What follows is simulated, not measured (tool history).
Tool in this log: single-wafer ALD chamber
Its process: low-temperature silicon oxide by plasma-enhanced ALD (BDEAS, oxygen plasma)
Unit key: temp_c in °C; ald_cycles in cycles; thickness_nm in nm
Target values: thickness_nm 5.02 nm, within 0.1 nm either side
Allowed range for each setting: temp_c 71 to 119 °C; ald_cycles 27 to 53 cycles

Run 1, hour 0: temp_c 95 °C, ald_cycles 40 cycles. Result: thickness_nm 6.1833 nm.
Run 2, hour 5.9: temp_c 97 °C, ald_cycles 39 cycles. Result: thickness_nm 5.8926 nm.
Run 3, hour 10.5: temp_c 97 °C, ald_cycles 42 cycles. Result: thickness_nm 6.3937 nm.
Run 4, hour 12.5: temp_c 97 °C, ald_cycles 44 cycles. Result: thickness_nm 6.7043 nm.
Run 5, hour 19.3: temp_c 103 °C, ald_cycles 44 cycles. Result: thickness_nm 6.5318 nm.
Run 6, hour 27.8: temp_c 105 °C, ald_cycles 43 cycles. Result: thickness_nm 6.3456 nm.
Run 7, hour 29.8: temp_c 106 °C, ald_cycles 42 cycles. Result: thickness_nm 6.2184 nm.
Run 8, hour 38: temp_c 107 °C, ald_cycles 41 cycles. Result: thickness_nm 6.0553 nm.

Exactly one of the 5 candidate moves below puts every result within its allowed miss. Which one?
Run A, hour 46.2: temp_c 96 °C, ald_cycles 35 cycles. Result: thickness_nm ?.
Run B, hour 46.2: temp_c 114 °C, ald_cycles 33 cycles. Result: thickness_nm ?.
Run C, hour 46.2: temp_c 107 °C, ald_cycles 34 cycles. Result: thickness_nm ?.
Run D, hour 46.2: temp_c 93 °C, ald_cycles 51 cycles. Result: thickness_nm ?.
Run E, hour 46.2: temp_c 107 °C, ald_cycles 32 cycles. Result: thickness_nm ?.

move  thickness_nm
   A        5.3603
   B        4.8528
   C        5.0661
   D        7.8959
   E        4.7681
A: closes in on the targets versus the last run, not all within tolerance yet
B: carries the result that was furthest off beyond its target, to the other side
C: meets every target
D: the biggest miss grows against the last run
E: carries the result that was furthest off beyond its target, to the other side
C meets every target.
